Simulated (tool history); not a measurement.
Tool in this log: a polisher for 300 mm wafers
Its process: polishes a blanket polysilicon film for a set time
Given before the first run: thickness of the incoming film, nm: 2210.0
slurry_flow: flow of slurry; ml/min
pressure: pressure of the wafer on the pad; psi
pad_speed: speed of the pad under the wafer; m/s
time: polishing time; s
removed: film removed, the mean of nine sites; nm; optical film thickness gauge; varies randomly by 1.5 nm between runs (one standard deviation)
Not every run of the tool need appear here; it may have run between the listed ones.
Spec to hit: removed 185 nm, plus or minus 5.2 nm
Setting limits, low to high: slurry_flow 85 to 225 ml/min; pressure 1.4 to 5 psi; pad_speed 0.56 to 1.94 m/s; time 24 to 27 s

run 1 hour=0 | slurry_flow=145 pressure=3.2 pad_speed=1.24 time=27 | removed=263.06
run 2 hour=4.4 | slurry_flow=145 pressure=3.2 pad_speed=1.24 time=24 | removed=235.12
run 3 hour=12.5 | slurry_flow=140 pressure=3.1 pad_speed=1.24 time=24 | removed=226.84
run 4 hour=17.7 | slurry_flow=135 pressure=3.1 pad_speed=1.24 time=24 | removed=225.12
run 5 hour=19.2 | slurry_flow=130 pressure=3.1 pad_speed=1.24 time=24 | removed=222.07
run 6 hour=25.6 | slurry_flow=125 pressure=3.1 pad_speed=1.24 time=24 | removed=224.11
run 7 hour=26.6 | slurry_flow=125 pressure=3 pad_speed=1.24 time=24 | removed=216.9
run 8 hour=28.4 | slurry_flow=115 pressure=2.8 pad_speed=1.24 time=24 | removed=200.69

Next run, 4 choices. One meets every target within its allowed miss, the rest don't. Which?
run A hour=30.2 | slurry_flow=160 pressure=2.5 pad_speed=1.26 time=25 | removed=?
run B hour=30.2 | slurry_flow=140 pressure=2.9 pad_speed=1.16 time=24 | removed=?
run C hour=30.2 | slurry_flow=130 pressure=2.6 pad_speed=1.22 time=24 | removed=?
run D hour=30.2 | slurry_flow=110 pressure=2.7 pad_speed=1.26 time=24 | removed=?

move=A removed=199.11
move=B removed=199.98
move=C removed=187.05
move=D removed=195.3
A: gains on the last run, yet a result remains outside its allowed miss
B: just as far off the targets as the last run
C: every result lands within tolerance
D: gains on the last run, yet a result remains outside its allowed miss
Move C is the one to make.

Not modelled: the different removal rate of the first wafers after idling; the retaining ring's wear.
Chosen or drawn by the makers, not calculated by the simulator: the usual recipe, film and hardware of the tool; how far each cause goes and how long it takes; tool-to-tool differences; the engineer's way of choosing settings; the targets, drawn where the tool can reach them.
